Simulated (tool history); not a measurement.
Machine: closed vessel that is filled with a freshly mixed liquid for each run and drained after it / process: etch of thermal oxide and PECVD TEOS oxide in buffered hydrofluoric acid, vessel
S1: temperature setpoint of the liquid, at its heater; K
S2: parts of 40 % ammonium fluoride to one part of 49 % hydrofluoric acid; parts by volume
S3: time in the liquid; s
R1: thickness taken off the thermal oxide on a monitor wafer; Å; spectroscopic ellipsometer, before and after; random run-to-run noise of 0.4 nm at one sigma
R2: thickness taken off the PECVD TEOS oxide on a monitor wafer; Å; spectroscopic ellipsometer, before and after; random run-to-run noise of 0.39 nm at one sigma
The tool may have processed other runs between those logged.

{"run": 1, "hour": 0.0, "S1": 297.15, "S2": 23, "S3": 60, "R1": 309.58, "R2": 449.97}
{"run": 2, "hour": 9.2, "S1": 294.15, "S2": 23, "S3": 60, "R1": 259.97, "R2": 380.97}
{"run": 3, "hour": 16.8, "S1": 292.15, "S2": 23, "S3": 60, "R1": 233.75, "R2": 337.47}
{"run": 4, "hour": 21.0, "S1": 292.15, "S2": 23, "S3": 45, "R1": 175.81, "R2": 254.27}
{"run": 5, "hour": 28.5, "S1": 294.65, "S2": 23, "S3": 45, "R1": 200.44, "R2": 293.26}
{"run": 6, "hour": 33.5, "S1": 294.65, "S2": 23, "S3": 70, "R1": 314.93, "R2": 453.02}
{"run": 7, "hour": 35.7, "S1": 295.65, "S2": 23, "S3": 70, "R1": 329.4, "R2": 481.19}

Predict the results of run 8:
{"run": 8, "hour": 39.8, "S1": 296.65, "S2": 23, "S3": 70, "R1": "?", "R2": "?"}

Run 8 measured R1 349.44 Å, R2 511.4 Å.
